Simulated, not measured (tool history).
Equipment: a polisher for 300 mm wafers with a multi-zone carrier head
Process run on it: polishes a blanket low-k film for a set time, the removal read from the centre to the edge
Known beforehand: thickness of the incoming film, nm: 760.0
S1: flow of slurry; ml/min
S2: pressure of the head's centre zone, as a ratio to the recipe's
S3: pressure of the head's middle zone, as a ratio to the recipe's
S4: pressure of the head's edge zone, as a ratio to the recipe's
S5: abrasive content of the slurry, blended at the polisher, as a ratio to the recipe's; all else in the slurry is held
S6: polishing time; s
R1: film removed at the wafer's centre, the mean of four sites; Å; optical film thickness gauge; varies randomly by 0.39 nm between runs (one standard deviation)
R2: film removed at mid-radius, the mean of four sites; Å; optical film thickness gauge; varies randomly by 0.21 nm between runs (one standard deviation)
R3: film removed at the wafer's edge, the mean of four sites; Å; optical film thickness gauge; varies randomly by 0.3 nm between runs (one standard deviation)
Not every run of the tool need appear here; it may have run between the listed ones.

Run 1, day 0: S1 190 ml/min, S2 1, S3 1, S4 1, S5 1, S6 57 s. Result: R1 228.86 Å, R2 229.25 Å, R3 227.25 Å.
Run 2, day 0.362: S1 190 ml/min, S2 1, S3 1.06, S4 1, S5 1, S6 57 s. Result: R1 228.44 Å, R2 244.06 Å, R3 227.99 Å.
Run 3, day 0.446: S1 200 ml/min, S2 1.04, S3 1.08, S4 1.04, S5 1.1, S6 57 s. Result: R1 253.81 Å, R2 263.52 Å, R3 249.25 Å.
Run 4, day 0.825: S1 215 ml/min, S2 1.07, S3 1.1, S4 1.07, S5 1.1, S6 57 s. Result: R1 265.26 Å, R2 271.65 Å, R3 256.8 Å.
Run 5, day 1.033: S1 215 ml/min, S2 1.07, S3 1.16, S4 1.07, S5 1.1, S6 57 s. Result: R1 271.77 Å, R2 287.47 Å, R3 255.58 Å.
Run 6, day 1.117: S1 215 ml/min, S2 1.07, S3 1.19, S4 1.07, S5 1.1, S6 57 s. Result: R1 267.96 Å, R2 294.01 Å, R3 249.84 Å.
Run 7, day 1.329: S1 225 ml/min, S2 1.09, S3 1.18, S4 1.1, S5 1.1, S6 57 s. Result: R1 278.31 Å, R2 291.91 Å, R3 255.25 Å.
Run 8, day 1.696: S1 230 ml/min, S2 1.1, S3 1.17, S4 1.12, S5 1.15, S6 57 s. Result: R1 287.37 Å, R2 297.04 Å, R3 263.93 Å.

Estimate the outcome of run 9 from the log above:
Run 9, day 2.071: S1 235 ml/min, S2 1.11, S3 1.16, S4 1.14, S5 1.2, S6 57 s. Result: R1 ?, R2 ?, R3 ?.

{"run 9": {"R1": 295.95, "R2": 304.6, "R3": 270.48}}
